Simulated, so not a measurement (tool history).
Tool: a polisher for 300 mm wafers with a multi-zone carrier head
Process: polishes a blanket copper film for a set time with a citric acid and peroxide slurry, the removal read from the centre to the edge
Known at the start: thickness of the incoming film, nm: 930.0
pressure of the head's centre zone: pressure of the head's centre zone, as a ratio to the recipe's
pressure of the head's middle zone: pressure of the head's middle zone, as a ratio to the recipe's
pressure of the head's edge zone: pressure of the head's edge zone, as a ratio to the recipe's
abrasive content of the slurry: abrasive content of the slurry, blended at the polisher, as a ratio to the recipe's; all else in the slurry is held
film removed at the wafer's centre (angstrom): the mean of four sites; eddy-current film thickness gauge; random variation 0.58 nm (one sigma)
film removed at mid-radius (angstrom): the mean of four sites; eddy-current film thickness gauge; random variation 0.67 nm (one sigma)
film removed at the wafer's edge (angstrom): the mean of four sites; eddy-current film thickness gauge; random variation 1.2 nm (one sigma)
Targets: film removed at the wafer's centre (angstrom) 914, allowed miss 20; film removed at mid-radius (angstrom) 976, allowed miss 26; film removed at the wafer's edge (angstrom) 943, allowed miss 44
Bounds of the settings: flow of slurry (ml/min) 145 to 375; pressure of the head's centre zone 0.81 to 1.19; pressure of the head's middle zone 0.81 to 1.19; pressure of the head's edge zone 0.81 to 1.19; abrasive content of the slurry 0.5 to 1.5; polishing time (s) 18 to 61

run,hour,flow of slurry (ml/min),pressure of the head's centre zone,pressure of the head's middle zone,pressure of the head's edge zone,abrasive content of the slurry,polishing time (s),film removed at the wafer's centre (angstrom),film removed at mid-radius (angstrom),film removed at the wafer's edge (angstrom)
1,0,240,1,1,1,1,39,594.16,578.39,600.78
2,6.1,240,1,1,1,1,33,500.23,491.6,516.82
3,14.2,240,1.04,1,1,1,33,508.79,492.64,511.91
4,19.7,240,1.09,1,1,1,33,547.07,492.7,511.82
5,27.5,240,1.09,0.97,1,1,33,544.35,479.78,504
6,33.4,240,1.09,0.97,1.04,1,33,544.21,485.05,525.84
7,38.5,265,1.09,1.05,1.08,1.15,37,628.13,603.36,611.14
8,45,265,1.09,1.05,1.08,1.15,37,629.41,594.04,611.08
9,48.1,275,1.08,1.1,1.11,1.25,41,708.02,699.23,703.55
10,50.2,295,1.07,1.13,1.13,1.35,44,774.96,781.28,783.72
11,51.4,290,1.06,1.15,1.13,1.4,46,796.29,821.04,833.36
12,54.9,310,1.05,1.16,1.12,1.4,48,841.95,867.21,868.38
13,59,290,1.05,1.17,1.1,1.45,50,882.61,924.71,883.41

Which of these 4 next moves meets every target?
A,63.1,250,1.01,1.13,1.05,1.45,55,?,?,?
B,63.1,210,0.99,1.19,1.01,1.3,59,?,?,?
C,63.1,335,0.98,1.18,1.1,1.5,52,?,?,?
D,63.1,210,0.98,1.19,0.99,1.45,58,?,?,?

move,film removed at the wafer's centre (angstrom),film removed at mid-radius (angstrom),film removed at the wafer's edge (angstrom)
A,902.89,969.13,940.68
B,910.17,1033.7,954.09
C,857.18,973.49,933.61
D,907.51,1041.4,951.85
A: meets every target
B: takes the result that was furthest off past its target
C: brings the result that was furthest off to its target, and leaves another outside
D: takes the result that was furthest off past its target
Answer: A
